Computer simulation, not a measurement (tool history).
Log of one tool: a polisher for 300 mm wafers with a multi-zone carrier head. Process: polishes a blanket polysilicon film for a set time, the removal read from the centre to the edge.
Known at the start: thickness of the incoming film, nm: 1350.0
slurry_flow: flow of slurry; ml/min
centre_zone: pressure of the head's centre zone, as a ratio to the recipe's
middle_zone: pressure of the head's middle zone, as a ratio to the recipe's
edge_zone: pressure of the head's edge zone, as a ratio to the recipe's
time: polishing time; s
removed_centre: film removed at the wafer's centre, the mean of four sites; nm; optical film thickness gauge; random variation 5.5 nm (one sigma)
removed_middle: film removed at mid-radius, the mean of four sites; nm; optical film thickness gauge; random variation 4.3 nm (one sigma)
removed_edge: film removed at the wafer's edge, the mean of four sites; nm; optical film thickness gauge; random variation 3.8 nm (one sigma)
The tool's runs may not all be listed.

Run 1, hour 0: slurry_flow 245 ml/min, centre_zone 1, middle_zone 1, edge_zone 1, time 53 s. Result: removed_centre 569.32 nm, removed_middle 576.54 nm, removed_edge 567.96 nm.
Run 2, hour 4.5: slurry_flow 245 ml/min, centre_zone 1, middle_zone 1, edge_zone 1.05, time 53 s. Result: removed_centre 559.5 nm, removed_middle 582.98 nm, removed_edge 591.85 nm.
Run 3, hour 6: slurry_flow 270 ml/min, centre_zone 1, middle_zone 1, edge_zone 1.05, time 53 s. Result: removed_centre 575.52 nm, removed_middle 585.62 nm, removed_edge 585.72 nm.
Run 4, hour 9.9: slurry_flow 270 ml/min, centre_zone 0.93, middle_zone 1, edge_zone 1.05, time 53 s. Result: removed_centre 530.9 nm, removed_middle 584.12 nm, removed_edge 593.01 nm.
Run 5, hour 16.3: slurry_flow 270 ml/min, centre_zone 0.93, middle_zone 1, edge_zone 0.97, time 53 s. Result: removed_centre 528.19 nm, removed_middle 589.48 nm, removed_edge 556.97 nm.
Run 6, hour 23: slurry_flow 270 ml/min, centre_zone 0.93, middle_zone 0.96, edge_zone 0.97, time 53 s. Result: removed_centre 539.85 nm, removed_middle 563.89 nm, removed_edge 567.03 nm.
Run 7, hour 31.6: slurry_flow 260 ml/min, centre_zone 0.93, middle_zone 0.91, edge_zone 0.95, time 49 s. Result: removed_centre 485.97 nm, removed_middle 508.17 nm, removed_edge 513.17 nm.
Run 8, hour 34.1: slurry_flow 250 ml/min, centre_zone 0.97, middle_zone 0.88, edge_zone 0.99, time 46 s. Result: removed_centre 484.54 nm, removed_middle 448.27 nm, removed_edge 491.1 nm.
Run 9, hour 42.7: slurry_flow 240 ml/min, centre_zone 0.97, middle_zone 0.86, edge_zone 0.99, time 45 s. Result: removed_centre 467.68 nm, removed_middle 435.09 nm, removed_edge 484.57 nm.
Run 10, hour 43.6: slurry_flow 235 ml/min, centre_zone 0.98, middle_zone 0.84, edge_zone 0.99, time 44 s. Result: removed_centre 455.91 nm, removed_middle 426.72 nm, removed_edge 471.54 nm.

Forecast run 11:
Run 11, hour 48.5: slurry_flow 240 ml/min, centre_zone 0.99, middle_zone 0.83, edge_zone 1.01, time 43 s. Result: removed_centre ?, removed_middle ?, removed_edge ?.

{"run 11": {"removed_centre": 447.36, "removed_middle": 412.75, "removed_edge": 467.23}}
